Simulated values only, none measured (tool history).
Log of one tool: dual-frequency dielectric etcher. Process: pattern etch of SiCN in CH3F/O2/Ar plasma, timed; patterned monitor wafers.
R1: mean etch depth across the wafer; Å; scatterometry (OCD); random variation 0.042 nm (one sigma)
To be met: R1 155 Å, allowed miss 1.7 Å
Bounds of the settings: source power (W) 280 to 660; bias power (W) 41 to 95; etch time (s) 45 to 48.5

Run 1, day 0: source power (W) 470, bias power (W) 68, etch time (s) 48.5. Result: R1 204.76 Å.
Run 2, day 0.212: source power (W) 520, bias power (W) 68, etch time (s) 48.5. Result: R1 215.71 Å.
Run 3, day 0.454: source power (W) 480, bias power (W) 65, etch time (s) 48.5. Result: R1 204.3 Å.
Run 4, day 0.796: source power (W) 480, bias power (W) 58, etch time (s) 48.5. Result: R1 196.95 Å.
Run 5, day 0.896: source power (W) 450, bias power (W) 56, etch time (s) 48.5. Result: R1 189.64 Å.
Run 6, day 0.95: source power (W) 450, bias power (W) 45, etch time (s) 48.5. Result: R1 179.06 Å.
Run 7, day 1.067: source power (W) 430, bias power (W) 45, etch time (s) 48.5. Result: R1 175.51 Å.
Run 8, day 1.317: source power (W) 330, bias power (W) 44, etch time (s) 48.5. Result: R1 148.95 Å.
Run 9, day 1.583: source power (W) 360, bias power (W) 44, etch time (s) 48.5. Result: R1 157.43 Å.
Run 10, day 1.904: source power (W) 360, bias power (W) 44, etch time (s) 48.5. Result: R1 156.59 Å.

4 next moves are on the table. One of them brings every result within its allowed miss. Which?
Run A, day 2.225: source power (W) 360, bias power (W) 42, etch time (s) 48.5. Result: R1 ?.
Run B, day 2.225: source power (W) 390, bias power (W) 42, etch time (s) 47.5. Result: R1 ?.
Run C, day 2.225: source power (W) 370, bias power (W) 44, etch time (s) 48. Result: R1 ?.
Run D, day 2.225: source power (W) 380, bias power (W) 41, etch time (s) 48. Result: R1 ?.

move      R1
   A     155
   B  159.26
   C  157.72
   D   157.6
A: meets every target
B: further off than the last run
C: further off than the last run
D: further off than the last run
Answer: A

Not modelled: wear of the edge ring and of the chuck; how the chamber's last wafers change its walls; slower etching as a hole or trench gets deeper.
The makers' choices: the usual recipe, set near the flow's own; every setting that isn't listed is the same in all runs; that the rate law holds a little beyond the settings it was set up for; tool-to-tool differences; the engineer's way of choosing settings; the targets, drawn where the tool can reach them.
